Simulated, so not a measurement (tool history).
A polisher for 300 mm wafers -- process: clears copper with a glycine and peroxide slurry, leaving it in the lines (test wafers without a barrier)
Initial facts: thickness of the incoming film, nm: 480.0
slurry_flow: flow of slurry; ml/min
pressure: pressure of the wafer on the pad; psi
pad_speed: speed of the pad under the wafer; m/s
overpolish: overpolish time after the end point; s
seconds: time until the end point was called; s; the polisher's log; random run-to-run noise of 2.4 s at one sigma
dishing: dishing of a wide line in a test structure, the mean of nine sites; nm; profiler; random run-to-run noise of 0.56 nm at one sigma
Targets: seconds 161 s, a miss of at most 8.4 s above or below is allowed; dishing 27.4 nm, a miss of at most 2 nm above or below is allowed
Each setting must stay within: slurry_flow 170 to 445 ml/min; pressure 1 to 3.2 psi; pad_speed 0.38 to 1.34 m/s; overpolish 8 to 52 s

run	hour	slurry_flow	pressure	pad_speed	overpolish	seconds	dishing
1	0	285	2.1	0.86	26	124.76	31.128
2	3.3	285	2.1	0.78	26	134.41	32.293
3	9.2	285	2.1	0.58	26	156.35	30.911
4	10.5	285	2.1	0.58	23	156.75	30.37
5	11.2	285	2.1	0.66	23	147.57	30.877
# hour 11.9: worn pad replaced by a new one
6	11.9	285	2.1	0.66	20	133.83	29.782
7	13	285	2	0.64	19	139.43	28.554
8	20.3	285	1.9	0.62	19	144.8	30.511
9	24.7	205	2.3	0.38	8	165.65	17.238
10	32.6	230	2.3	0.4	9	163.08	19.14
11	41	310	2.3	0.4	22	158.22	31.066
12	47.2	305	2.3	0.4	22	160.96	30.211
13	49.8	300	2.3	0.4	22	156.59	31.39
14	56.7	295	2.3	0.4	22	157.67	31.258
15	64.1	290	2.3	0.4	22	156.43	30.876
16	70.7	210	2.1	0.48	9	159.98	18.803

Next run, 5 choices. One meets every target within its allowed miss, the rest don't. Which?
A	77.3	250	1.9	0.5	11	?	?
B	77.3	340	1.5	0.52	27	?	?
C	77.3	300	1.9	0.5	18	?	?
D	77.3	375	1.2	0.96	28	?	?
E	77.3	285	1.9	0.7	24	?	?

move	seconds	dishing
A	158.52	21.904
B	170.55	32.352
C	155.9	28.583
D	140.18	31.995
E	133.24	31.949
A: gains on the last run, yet a result remains outside its allowed miss
B: pushes the last run's worst result past its target
C: meets every target
D: pushes the last run's worst result past its target
E: pushes the last run's worst result past its target
So the answer is move C, the one that meets all the targets.
